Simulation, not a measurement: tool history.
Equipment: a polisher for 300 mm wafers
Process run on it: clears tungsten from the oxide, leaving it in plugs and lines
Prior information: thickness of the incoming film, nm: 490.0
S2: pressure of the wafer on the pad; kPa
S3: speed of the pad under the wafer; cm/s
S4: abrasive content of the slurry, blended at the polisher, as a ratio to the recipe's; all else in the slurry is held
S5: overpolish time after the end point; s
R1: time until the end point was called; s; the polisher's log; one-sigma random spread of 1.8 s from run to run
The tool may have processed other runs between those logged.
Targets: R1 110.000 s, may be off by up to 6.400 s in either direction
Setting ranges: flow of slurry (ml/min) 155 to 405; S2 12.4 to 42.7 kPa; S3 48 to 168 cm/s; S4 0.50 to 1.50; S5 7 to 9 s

{"run": 1, "hour": 0.0, "flow of slurry (ml/min)": 260, "S2": 27.6, "S3": 108, "S4": 1.0, "S5": 9, "R1": 76.66}
{"run": 2, "hour": 2.2, "flow of slurry (ml/min)": 300, "S2": 27.6, "S3": 108, "S4": 1.0, "S5": 9, "R1": 73.423}
{"run": 3, "hour": 3.1, "flow of slurry (ml/min)": 300, "S2": 27.6, "S3": 108, "S4": 1.0, "S5": 7, "R1": 72.925}
{"run": 4, "hour": 5.1, "flow of slurry (ml/min)": 295, "S2": 25.5, "S3": 108, "S4": 1.0, "S5": 7, "R1": 81.179}
{"run": 5, "hour": 6.1, "flow of slurry (ml/min)": 295, "S2": 24.1, "S3": 108, "S4": 1.0, "S5": 7, "R1": 79.766}
{"run": 6, "hour": 11.4, "flow of slurry (ml/min)": 295, "S2": 24.1, "S3": 108, "S4": 1.0, "S5": 9, "R1": 82.293}
{"run": 7, "hour": 19.0, "flow of slurry (ml/min)": 295, "S2": 22.8, "S3": 108, "S4": 1.0, "S5": 9, "R1": 85.769}
{"run": 8, "hour": 21.6, "flow of slurry (ml/min)": 295, "S2": 21.4, "S3": 108, "S4": 1.0, "S5": 9, "R1": 87.166}
{"run": 9, "hour": 28.6, "flow of slurry (ml/min)": 295, "S2": 20.0, "S3": 108, "S4": 1.0, "S5": 9, "R1": 94.207}
{"run": 10, "hour": 30.1, "flow of slurry (ml/min)": 295, "S2": 19.3, "S3": 108, "S4": 1.0, "S5": 9, "R1": 97.258}
{"run": 11, "hour": 34.1, "flow of slurry (ml/min)": 290, "S2": 18.6, "S3": 108, "S4": 1.0, "S5": 9, "R1": 97.009}
{"run": 12, "hour": 41.0, "flow of slurry (ml/min)": 290, "S2": 14.5, "S3": 106, "S4": 1.0, "S5": 9, "R1": 116.74}

Which of these 5 next moves meets every target?
{"run": "A", "hour": 47.9, "flow of slurry (ml/min)": 285, "S2": 13.8, "S3": 96, "S4": 1.2, "S5": 7, "R1": "?"}
{"run": "B", "hour": 47.9, "flow of slurry (ml/min)": 280, "S2": 14.5, "S3": 88, "S4": 1.05, "S5": 9, "R1": "?"}
{"run": "C", "hour": 47.9, "flow of slurry (ml/min)": 220, "S2": 14.5, "S3": 118, "S4": 1.1, "S5": 7, "R1": "?"}
{"run": "D", "hour": 47.9, "flow of slurry (ml/min)": 300, "S2": 12.4, "S3": 110, "S4": 0.85, "S5": 9, "R1": "?"}
{"run": "E", "hour": 47.9, "flow of slurry (ml/min)": 295, "S2": 17.2, "S3": 78, "S4": 0.95, "S5": 7, "R1": "?"}

move=A R1=121.530
move=B R1=127.900
move=C R1=107.150
move=D R1=125.300
move=E R1=124.640
A: the biggest miss grows against the last run
B: the biggest miss grows against the last run
C: in spec on every target
D: the biggest miss grows against the last run
E: the biggest miss grows against the last run
Answer: C

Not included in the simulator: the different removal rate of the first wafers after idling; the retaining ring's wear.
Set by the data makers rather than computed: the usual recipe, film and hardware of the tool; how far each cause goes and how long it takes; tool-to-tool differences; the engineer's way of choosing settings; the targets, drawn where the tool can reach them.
